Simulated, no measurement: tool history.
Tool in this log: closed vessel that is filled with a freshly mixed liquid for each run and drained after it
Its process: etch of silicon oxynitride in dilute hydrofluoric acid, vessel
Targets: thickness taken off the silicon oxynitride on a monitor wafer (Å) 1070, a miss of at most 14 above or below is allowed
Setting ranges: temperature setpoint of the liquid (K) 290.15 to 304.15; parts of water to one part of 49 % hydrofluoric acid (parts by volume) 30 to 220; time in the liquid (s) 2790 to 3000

run  hour  temperature setpoint of the liquid (K)  parts of water to one part of 49 % hydrofluoric acid (parts by volume)  time in the liquid (s)  thickness taken off the silicon oxynitride on a monitor wafer (Å)
  1     0                                  296.15                                                                     125                    2790                                                             426.69
  2   1.7                                  298.65                                                                     105                    2790                                                             574.62
  3   8.7                                  300.65                                                                      90                    2790                                                             752.02
  4  17.8                                  301.65                                                                      85                    2790                                                             832.62
  5  21.8                                  301.65                                                                      45                    2790                                                             1646.4
  6  26.8                                  300.15                                                                      45                    2790                                                             1518.8
  7  28.9                                  297.15                                                                      45                    2790                                                             1324.2
  8  34.1                                  295.15                                                                      45                    2790                                                               1199
  9  36.2                                  294.15                                                                      45                    2790                                                             1139.9
 10    38                                  294.15                                                                      45                    2790                                                             1138.4
 11    44                                  293.65                                                                      45                    2790                                                             1109.2

Which single option among these 4 for the next run brings every result within its allowed miss of target? Just one does.
  A    50                                  292.65                                                                      45                    2900                                                                  ?
  B    50                                  295.15                                                                      55                    2980                                                                  ?
  C    50                                  298.15                                                                      60                    2820                                                                  ?
  D    50                                  292.15                                                                      45                    2885                                                                  ?

move  thickness taken off the silicon oxynitride on a monitor wafer (Å)
   A                                                               1092
   B                                                               1033
   C                                                             1032.9
   D                                                             1059.1
A: closes in on the targets versus the last run, not all within tolerance yet
B: the result that was furthest off in the last run now lies on the other side of its target
C: the result that was furthest off in the last run now lies on the other side of its target
D: all results in spec
The right move is D.
